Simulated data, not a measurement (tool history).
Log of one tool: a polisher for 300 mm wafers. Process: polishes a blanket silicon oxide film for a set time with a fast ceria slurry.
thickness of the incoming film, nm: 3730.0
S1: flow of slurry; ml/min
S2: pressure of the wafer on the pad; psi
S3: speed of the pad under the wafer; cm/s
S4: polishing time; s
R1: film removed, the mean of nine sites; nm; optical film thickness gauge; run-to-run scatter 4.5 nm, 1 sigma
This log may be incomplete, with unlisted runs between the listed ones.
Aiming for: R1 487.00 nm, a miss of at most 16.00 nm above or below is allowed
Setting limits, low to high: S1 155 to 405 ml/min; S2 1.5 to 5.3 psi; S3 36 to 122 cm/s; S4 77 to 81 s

| run | hour | S1 | S2 | S3 | S4 | R1 |
|---|---|---|---|---|---|---|
| 1 | 0.0 | 260 | 3.4 | 78 | 77 | 997.98 |
| 2 | 1.7 | 260 | 3.4 | 60 | 77 | 851.45 |
| 3 | 9.0 | 260 | 3.4 | 60 | 81 | 916.76 |
| 4 | 17.9 | 260 | 3.4 | 52 | 81 | 838.04 |
| 5 | 23.6 | 260 | 3.4 | 52 | 81 | 853.26 |
| 6 | 28.8 | 260 | 3.1 | 52 | 81 | 777.09 |
| 7 | 35.3 | 260 | 2.9 | 52 | 81 | 734.36 |
| 8 | 40.1 | 260 | 2.7 | 52 | 81 | 672.22 |
| 9 | 41.1 | 260 | 2.6 | 52 | 81 | 646.58 |
| 10 | 43.0 | 260 | 2.5 | 52 | 81 | 627.31 |
| 11 | 51.7 | 260 | 2.4 | 52 | 81 | 598.48 |
| 12 | 53.0 | 260 | 2.3 | 52 | 81 | 585.06 |
| 13 | 54.6 | 260 | 2.3 | 52 | 81 | 586.53 |
| 14 | 57.1 | 260 | 2.2 | 52 | 81 | 554.01 |
| 15 | 61.7 | 260 | 2.1 | 52 | 81 | 530.83 |

Consider the 5 candidate settings below. Which is the only one whose results all fall within their allowed miss of target?
| A | 66.3 | 260 | 2.6 | 42 | 81 | ? |
| B | 66.3 | 270 | 2.0 | 52 | 77 | ? |
| C | 66.3 | 265 | 2.1 | 64 | 81 | ? |
| D | 66.3 | 235 | 2.1 | 54 | 81 | ? |
| E | 66.3 | 225 | 2.5 | 50 | 80 | ? |

| move | R1 |
|---|---|
| A | 589.66 |
| B | 484.26 |
| C | 594.19 |
| D | 536.86 |
| E | 600.16 |
A: misses by more than the last run did
B: every result lands within tolerance
C: misses by more than the last run did
D: misses by more than the last run did
E: misses by more than the last run did
The move that meets every target is B.
